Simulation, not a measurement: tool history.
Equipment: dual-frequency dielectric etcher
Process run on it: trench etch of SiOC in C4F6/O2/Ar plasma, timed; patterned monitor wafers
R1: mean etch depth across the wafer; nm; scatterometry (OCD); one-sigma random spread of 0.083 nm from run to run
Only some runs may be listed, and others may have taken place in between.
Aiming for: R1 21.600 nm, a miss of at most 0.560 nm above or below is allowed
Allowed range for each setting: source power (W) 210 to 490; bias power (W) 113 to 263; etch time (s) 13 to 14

Run 1, hour 0.0: source power (W) 350, bias power (W) 188, etch time (s) 14. Result: R1 25.084 nm.
Run 2, hour 5.8: source power (W) 320, bias power (W) 182, etch time (s) 14. Result: R1 24.343 nm.
Run 3, hour 7.5: source power (W) 300, bias power (W) 172, etch time (s) 14. Result: R1 23.437 nm.
Run 4, hour 12.3: source power (W) 280, bias power (W) 167, etch time (s) 14. Result: R1 22.849 nm.
Run 5, hour 20.1: source power (W) 280, bias power (W) 151, etch time (s) 14. Result: R1 22.354 nm.
Run 6, hour 27.3: source power (W) 280, bias power (W) 175, etch time (s) 14. Result: R1 23.237 nm.
Run 7, hour 29.9: source power (W) 270, bias power (W) 169, etch time (s) 14. Result: R1 22.588 nm.
Run 8, hour 34.0: source power (W) 260, bias power (W) 167, etch time (s) 14. Result: R1 22.414 nm.

Which one of the following 5 next-run settings gets every result inside its allowed miss? There is exactly one.
Run A, hour 38.1: source power (W) 250, bias power (W) 154, etch time (s) 14. Result: R1 ?.
Run B, hour 38.1: source power (W) 250, bias power (W) 116, etch time (s) 14. Result: R1 ?.
Run C, hour 38.1: source power (W) 280, bias power (W) 162, etch time (s) 14. Result: R1 ?.
Run D, hour 38.1: source power (W) 270, bias power (W) 182, etch time (s) 14. Result: R1 ?.
Run E, hour 38.1: source power (W) 280, bias power (W) 164, etch time (s) 14. Result: R1 ?.

move      R1
   A  21.832
   B  20.561
   C  22.803
   D  23.196
   E  22.868
A: every result lands within tolerance
B: moves the result that the last run missed by most past its target, out the other side
C: its largest miss is bigger than the last run's
D: its largest miss is bigger than the last run's
E: its largest miss is bigger than the last run's
Answer: A
